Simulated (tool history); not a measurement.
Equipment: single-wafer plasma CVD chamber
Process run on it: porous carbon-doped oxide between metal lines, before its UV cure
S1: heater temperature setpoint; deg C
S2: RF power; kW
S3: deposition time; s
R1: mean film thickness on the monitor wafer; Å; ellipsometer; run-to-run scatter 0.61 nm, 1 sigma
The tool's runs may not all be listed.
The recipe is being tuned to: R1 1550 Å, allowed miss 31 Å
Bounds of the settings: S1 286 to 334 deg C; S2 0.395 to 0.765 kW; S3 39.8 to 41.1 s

Run 1, day 0: S1 310 deg C, S2 0.58 kW, S3 39.8 s. Result: R1 1952.8 Å.
Run 2, day 0.121: S1 310 deg C, S2 0.58 kW, S3 41.1 s. Result: R1 2011.1 Å.
Run 3, day 0.417: S1 303 deg C, S2 0.58 kW, S3 41.1 s. Result: R1 2085 Å.
Run 4, day 0.746: S1 303 deg C, S2 0.615 kW, S3 41.1 s. Result: R1 2159.8 Å.
Run 5, day 1.029: S1 303 deg C, S2 0.615 kW, S3 41.1 s. Result: R1 2164 Å.
Run 6, day 1.262: S1 306 deg C, S2 0.59 kW, S3 41 s. Result: R1 2070.5 Å.
Run 7, day 1.471: S1 308 deg C, S2 0.57 kW, S3 40.9 s. Result: R1 2012.2 Å.
Run 8, day 1.7: S1 310 deg C, S2 0.55 kW, S3 40.8 s. Result: R1 1944.9 Å.
Run 9, day 1.858: S1 312 deg C, S2 0.535 kW, S3 40.7 s. Result: R1 1877.5 Å.
Run 10, day 2.204: S1 314 deg C, S2 0.525 kW, S3 40.7 s. Result: R1 1842.9 Å.
Run 11, day 2.35: S1 316 deg C, S2 0.515 kW, S3 40.7 s. Result: R1 1798.2 Å.
Run 12, day 2.408: S1 318 deg C, S2 0.505 kW, S3 40.7 s. Result: R1 1760.3 Å.
Run 13, day 2.638: S1 319 deg C, S2 0.5 kW, S3 40.7 s. Result: R1 1740.7 Å.
Run 14, day 2.883: S1 320 deg C, S2 0.495 kW, S3 40.7 s. Result: R1 1724.4 Å.
Run 15, day 3.054: S1 320 deg C, S2 0.495 kW, S3 40.7 s. Result: R1 1725.4 Å.
At day 3.112: thermocouple changed; heater temperature recalibrated.
Run 16, day 3.112: S1 321 deg C, S2 0.49 kW, S3 40.7 s. Result: R1 1747.9 Å.
Run 17, day 3.338: S1 321 deg C, S2 0.48 kW, S3 40.7 s. Result: R1 1722 Å.
Run 18, day 3.454: S1 322 deg C, S2 0.475 kW, S3 40.7 s. Result: R1 1710 Å.
Run 19, day 3.754: S1 323 deg C, S2 0.47 kW, S3 40.7 s. Result: R1 1700.2 Å.
Run 20, day 3.867: S1 324 deg C, S2 0.46 kW, S3 40.7 s. Result: R1 1650 Å.
Run 21, day 4.042: S1 325 deg C, S2 0.455 kW, S3 40.7 s. Result: R1 1637.8 Å.
Run 22, day 4.162: S1 326 deg C, S2 0.45 kW, S3 40.7 s. Result: R1 1620.8 Å.
Run 23, day 4.208: S1 326 deg C, S2 0.45 kW, S3 40.7 s. Result: R1 1611.9 Å.
Run 24, day 4.262: S1 327 deg C, S2 0.45 kW, S3 40.7 s. Result: R1 1610 Å.
Run 25, day 4.629: S1 328 deg C, S2 0.45 kW, S3 40.7 s. Result: R1 1594.3 Å.

4 next moves are on the table. One of them brings every result within its allowed miss. Which?
Run A, day 4.996: S1 324 deg C, S2 0.395 kW, S3 40.4 s. Result: R1 ?.
Run B, day 4.996: S1 324 deg C, S2 0.435 kW, S3 39.8 s. Result: R1 ?.
Run C, day 4.996: S1 332 deg C, S2 0.43 kW, S3 39.8 s. Result: R1 ?.
Run D, day 4.996: S1 326 deg C, S2 0.505 kW, S3 40.3 s. Result: R1 ?.

move      R1
   A    1487
   B  1565.5
   C  1493.7
   D  1718.9
A: takes the biggest miss from the last run beyond its target
B: all results land within tolerance of their targets
C: takes the biggest miss from the last run beyond its target
D: further off than the last run
The move that meets every target is B.

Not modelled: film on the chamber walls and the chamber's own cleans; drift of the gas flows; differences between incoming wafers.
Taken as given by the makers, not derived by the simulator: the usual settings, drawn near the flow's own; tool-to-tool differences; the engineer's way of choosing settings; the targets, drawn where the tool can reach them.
